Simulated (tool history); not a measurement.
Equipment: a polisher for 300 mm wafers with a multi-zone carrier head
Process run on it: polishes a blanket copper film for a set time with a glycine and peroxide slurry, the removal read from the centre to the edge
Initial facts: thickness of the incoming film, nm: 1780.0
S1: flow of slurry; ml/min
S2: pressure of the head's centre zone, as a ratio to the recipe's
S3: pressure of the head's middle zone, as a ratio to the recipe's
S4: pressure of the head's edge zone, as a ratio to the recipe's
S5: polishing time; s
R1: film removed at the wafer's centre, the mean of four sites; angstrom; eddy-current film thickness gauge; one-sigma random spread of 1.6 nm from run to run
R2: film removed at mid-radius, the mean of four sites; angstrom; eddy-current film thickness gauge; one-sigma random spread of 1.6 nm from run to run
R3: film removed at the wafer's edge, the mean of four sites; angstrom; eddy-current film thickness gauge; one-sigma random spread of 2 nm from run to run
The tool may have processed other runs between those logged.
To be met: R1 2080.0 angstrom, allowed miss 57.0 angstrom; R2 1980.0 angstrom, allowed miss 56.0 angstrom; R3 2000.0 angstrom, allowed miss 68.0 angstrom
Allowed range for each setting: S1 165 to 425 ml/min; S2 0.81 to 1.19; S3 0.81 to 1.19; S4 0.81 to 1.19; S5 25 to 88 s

Run 1, hour 0.0: S1 275 ml/min, S2 1.00, S3 1.00, S4 1.00, S5 56 s. Result: R1 3421.8 angstrom, R2 3274.0 angstrom, R3 3380.3 angstrom.
Run 2, hour 4.6: S1 275 ml/min, S2 1.00, S3 1.00, S4 1.00, S5 47 s. Result: R1 2862.2 angstrom, R2 2745.2 angstrom, R3 2840.6 angstrom.
Run 3, hour 13.1: S1 275 ml/min, S2 0.99, S3 0.99, S4 0.97, S5 44 s. Result: R1 2689.1 angstrom, R2 2530.1 angstrom, R3 2618.1 angstrom.
Run 4, hour 19.9: S1 275 ml/min, S2 0.97, S3 0.98, S4 0.94, S5 42 s. Result: R1 2503.0 angstrom, R2 2397.0 angstrom, R3 2449.9 angstrom.
Run 5, hour 21.5: S1 275 ml/min, S2 0.96, S3 0.97, S4 0.91, S5 41 s. Result: R1 2447.4 angstrom, R2 2310.5 angstrom, R3 2373.9 angstrom.
Run 6, hour 23.7: S1 275 ml/min, S2 0.96, S3 0.92, S4 0.91, S5 41 s. Result: R1 2436.0 angstrom, R2 2250.0 angstrom, R3 2342.0 angstrom.
Run 7, hour 32.5: S1 275 ml/min, S2 0.95, S3 0.92, S4 0.89, S5 40 s. Result: R1 2362.1 angstrom, R2 2171.2 angstrom, R3 2281.1 angstrom.
Run 8, hour 41.1: S1 270 ml/min, S2 0.94, S3 0.92, S4 0.87, S5 39 s. Result: R1 2276.8 angstrom, R2 2142.8 angstrom, R3 2204.2 angstrom.
Run 9, hour 43.6: S1 230 ml/min, S2 0.92, S3 0.89, S4 0.81, S5 36 s. Result: R1 2040.0 angstrom, R2 1872.9 angstrom, R3 1913.9 angstrom.
Run 10, hour 49.0: S1 240 ml/min, S2 0.92, S3 0.90, S4 0.81, S5 36 s. Result: R1 2037.3 angstrom, R2 1892.5 angstrom, R3 1926.0 angstrom.
At hour 53.7: centre zone pressure recalibrated.
Run 11, hour 53.7: S1 250 ml/min, S2 0.92, S3 0.90, S4 0.81, S5 36 s. Result: R1 1988.3 angstrom, R2 1915.0 angstrom, R3 1934.4 angstrom.
Run 12, hour 61.0: S1 255 ml/min, S2 0.93, S3 0.90, S4 0.81, S5 36 s. Result: R1 1976.3 angstrom, R2 1945.8 angstrom, R3 1980.1 angstrom.
Run 13, hour 66.6: S1 250 ml/min, S2 0.94, S3 0.91, S4 0.82, S5 36 s. Result: R1 1984.6 angstrom, R2 1927.5 angstrom, R3 1951.9 angstrom.
Run 14, hour 73.0: S1 250 ml/min, S2 0.92, S3 0.91, S4 0.83, S5 36 s. Result: R1 1935.2 angstrom, R2 1941.3 angstrom, R3 2005.3 angstrom.
Run 15, hour 81.8: S1 255 ml/min, S2 0.93, S3 0.91, S4 0.83, S5 36 s. Result: R1 1968.2 angstrom, R2 1920.5 angstrom, R3 1986.0 angstrom.

4 candidate next runs follow, results not yet known. Just one meets every target within its allowed miss. Identify it.
Run A, hour 90.6: S1 320 ml/min, S2 0.84, S3 0.81, S4 0.95, S5 37 s. Result: R1 ?, R2 ?, R3 ?.
Run B, hour 90.6: S1 295 ml/min, S2 0.94, S3 0.87, S4 0.89, S5 37 s. Result: R1 ?, R2 ?, R3 ?.
Run C, hour 90.6: S1 165 ml/min, S2 1.01, S3 1.03, S4 0.81, S5 36 s. Result: R1 ?, R2 ?, R3 ?.
Run D, hour 90.6: S1 165 ml/min, S2 1.00, S3 0.92, S4 0.81, S5 39 s. Result: R1 ?, R2 ?, R3 ?.

move      R1      R2      R3
   A  1916.7  1895.7  2225.6
   B  2066.6  1969.7  2146.2
   C  1922.3  1964.3  1871.1
   D  2065.3  1968.5  2029.5
A: further off than the last run
B: puts the biggest miss on target and leaves a different result outside tolerance
C: further off than the last run
D: each result inside its tolerance
Go with D: it meets all targets.
